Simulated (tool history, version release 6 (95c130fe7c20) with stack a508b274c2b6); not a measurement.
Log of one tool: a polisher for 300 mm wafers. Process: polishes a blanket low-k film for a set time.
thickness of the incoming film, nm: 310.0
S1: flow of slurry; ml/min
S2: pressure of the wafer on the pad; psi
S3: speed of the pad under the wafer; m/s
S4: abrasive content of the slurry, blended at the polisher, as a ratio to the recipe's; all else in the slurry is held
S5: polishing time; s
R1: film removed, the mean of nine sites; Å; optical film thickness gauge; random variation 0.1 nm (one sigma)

{"run": 1, "hour": 0.0, "S1": 170, "S2": 2.1, "S3": 1.08, "S4": 1, "S5": 35, "R1": 179.07}
{"run": 2, "hour": 6.4, "S1": 170, "S2": 1.7, "S3": 1.08, "S4": 1, "S5": 35, "R1": 145.88}
{"run": 3, "hour": 11.1, "S1": 205, "S2": 1.7, "S3": 1.08, "S4": 1, "S5": 35, "R1": 149.56}
{"run": 4, "hour": 16.2, "S1": 205, "S2": 2.1, "S3": 1.08, "S4": 1, "S5": 35, "R1": 178.74}
{"run": 5, "hour": 21.7, "S1": 205, "S2": 2.1, "S3": 1.08, "S4": 1, "S5": 31, "R1": 166.12}
{"run": 6, "hour": 30.0, "S1": 205, "S2": 2.1, "S3": 1.2, "S4": 1, "S5": 31, "R1": 176.63}
{"run": 7, "hour": 34.6, "S1": 205, "S2": 1.9, "S3": 1.16, "S4": 1, "S5": 31, "R1": 153.9}

Run 8 comes next. What will it give?
{"run": 8, "hour": 43.0, "S1": 205, "S2": 1.7, "S3": 1.16, "S4": 1, "S5": 31, "R1": "?"}

R1: 141.71 Å
